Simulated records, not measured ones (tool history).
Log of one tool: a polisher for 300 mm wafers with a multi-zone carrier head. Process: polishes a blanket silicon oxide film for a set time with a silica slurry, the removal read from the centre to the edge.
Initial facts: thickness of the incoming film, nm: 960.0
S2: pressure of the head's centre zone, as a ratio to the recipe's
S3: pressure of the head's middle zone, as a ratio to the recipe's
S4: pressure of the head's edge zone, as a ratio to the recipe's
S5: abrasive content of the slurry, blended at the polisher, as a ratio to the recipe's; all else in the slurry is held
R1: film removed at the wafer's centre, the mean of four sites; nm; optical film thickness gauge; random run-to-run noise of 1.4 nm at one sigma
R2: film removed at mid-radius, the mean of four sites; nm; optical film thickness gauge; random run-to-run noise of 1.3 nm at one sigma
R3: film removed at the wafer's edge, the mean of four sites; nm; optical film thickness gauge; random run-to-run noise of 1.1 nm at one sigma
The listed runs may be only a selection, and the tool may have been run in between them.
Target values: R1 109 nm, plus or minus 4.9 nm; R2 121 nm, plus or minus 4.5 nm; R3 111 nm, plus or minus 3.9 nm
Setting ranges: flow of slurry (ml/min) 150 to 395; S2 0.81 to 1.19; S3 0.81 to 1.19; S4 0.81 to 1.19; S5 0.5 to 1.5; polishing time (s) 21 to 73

run 1 day=0 | flow_of_slurry_(ml/min)=250 S2=1 S3=1 S4=1 S5=1 polishing_time_(s)=47 | R1=151.47 R2=157.9 R3=155.22
run 2 day=0.258 | flow_of_slurry_(ml/min)=250 S2=1 S3=1.05 S4=1 S5=1 polishing_time_(s)=47 | R1=151.48 R2=167.12 R3=152.64
run 3 day=0.604 | flow_of_slurry_(ml/min)=250 S2=0.99 S3=1.04 S4=0.97 S5=0.85 polishing_time_(s)=46 | R1=136.17 R2=152.68 R3=139.72
run 4 day=0.871 | flow_of_slurry_(ml/min)=250 S2=0.99 S3=1.04 S4=0.97 S5=0.85 polishing_time_(s)=39 | R1=117.02 R2=128.92 R3=119.89
run 5 day=0.958 | flow_of_slurry_(ml/min)=245 S2=0.99 S3=1.04 S4=0.95 S5=0.85 polishing_time_(s)=39 | R1=112.69 R2=125.58 R3=117.75
run 6 day=1.075 | flow_of_slurry_(ml/min)=310 S2=0.99 S3=1.04 S4=0.95 S5=0.85 polishing_time_(s)=39 | R1=116.81 R2=127.66 R3=118.46
run 7 day=1.383 | flow_of_slurry_(ml/min)=310 S2=0.99 S3=1.04 S4=0.95 S5=0.85 polishing_time_(s)=39 | R1=117.42 R2=129.21 R3=119.4
run 8 day=1.55 | flow_of_slurry_(ml/min)=310 S2=0.99 S3=1.03 S4=0.93 S5=0.85 polishing_time_(s)=39 | R1=120.05 R2=127.86 R3=118.88

Below are 4 possible settings for the next run. Only one of them brings all results inside the allowed miss of their targets. Which is it?
run A day=1.717 | flow_of_slurry_(ml/min)=310 S2=1.05 S3=1.11 S4=0.83 S5=0.8 polishing_time_(s)=41 | R1=? R2=? R3=?
run B day=1.717 | flow_of_slurry_(ml/min)=370 S2=1.11 S3=1.08 S4=0.82 S5=0.8 polishing_time_(s)=38 | R1=? R2=? R3=?
run C day=1.717 | flow_of_slurry_(ml/min)=330 S2=0.95 S3=1.01 S4=0.87 S5=0.8 polishing_time_(s)=39 | R1=? R2=? R3=?
run D day=1.717 | flow_of_slurry_(ml/min)=290 S2=0.92 S3=1.06 S4=1.07 S5=0.75 polishing_time_(s)=44 | R1=? R2=? R3=?

move=A R1=127.37 R2=140.32 R3=113.71
move=B R1=126.87 R2=128.88 R3=106.13
move=C R1=110.11 R2=123.88 R3=110.7
move=D R1=115.03 R2=139.37 R3=130.27
A: lands further from the targets than the last run did
B: lands further from the targets than the last run did
C: every result within its allowed miss
D: lands further from the targets than the last run did
The right move is C.
